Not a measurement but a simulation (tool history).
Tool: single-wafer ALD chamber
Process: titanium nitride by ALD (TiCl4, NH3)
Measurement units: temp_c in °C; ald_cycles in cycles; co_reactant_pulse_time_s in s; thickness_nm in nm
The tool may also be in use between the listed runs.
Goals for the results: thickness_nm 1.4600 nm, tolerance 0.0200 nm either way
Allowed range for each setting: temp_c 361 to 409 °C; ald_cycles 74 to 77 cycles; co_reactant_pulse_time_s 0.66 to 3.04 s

run 1 day=0.000 | temp_c=385 ald_cycles=74 co_reactant_pulse_time_s=1.85 | thickness_nm=1.5684
run 2 day=0.233 | temp_c=394 ald_cycles=74 co_reactant_pulse_time_s=1.85 | thickness_nm=1.5810
run 3 day=0.458 | temp_c=394 ald_cycles=77 co_reactant_pulse_time_s=1.85 | thickness_nm=1.6387
run 4 day=0.671 | temp_c=394 ald_cycles=77 co_reactant_pulse_time_s=1.63 | thickness_nm=1.6333
run 5 day=0.775 | temp_c=388 ald_cycles=76 co_reactant_pulse_time_s=1.46 | thickness_nm=1.5906
run 6 day=0.904 | temp_c=388 ald_cycles=74 co_reactant_pulse_time_s=1.46 | thickness_nm=1.5534
run 7 day=1.225 | temp_c=383 ald_cycles=74 co_reactant_pulse_time_s=1.32 | thickness_nm=1.5276
run 8 day=1.333 | temp_c=380 ald_cycles=74 co_reactant_pulse_time_s=1.20 | thickness_nm=1.5148
run 9 day=1.383 | temp_c=380 ald_cycles=74 co_reactant_pulse_time_s=1.20 | thickness_nm=1.5202
run 10 day=1.538 | temp_c=368 ald_cycles=74 co_reactant_pulse_time_s=0.66 | thickness_nm=1.4118
run 11 day=1.583 | temp_c=369 ald_cycles=74 co_reactant_pulse_time_s=0.66 | thickness_nm=1.4128

Which one of the following 4 next-run settings gets every result inside its allowed miss? There is exactly one.
run A day=1.629 | temp_c=369 ald_cycles=74 co_reactant_pulse_time_s=1.24 | thickness_nm=?
run B day=1.629 | temp_c=375 ald_cycles=75 co_reactant_pulse_time_s=0.68 | thickness_nm=?
run C day=1.629 | temp_c=373 ald_cycles=77 co_reactant_pulse_time_s=0.89 | thickness_nm=?
run D day=1.629 | temp_c=367 ald_cycles=77 co_reactant_pulse_time_s=0.86 | thickness_nm=?

move=A thickness_nm=1.4981
move=B thickness_nm=1.4628
move=C thickness_nm=1.5312
move=D thickness_nm=1.5029
A: pushes the last run's worst result past its target
B: meets every target
C: pushes the last run's worst result past its target
D: pushes the last run's worst result past its target
So the answer is move B, the one that meets all the targets.
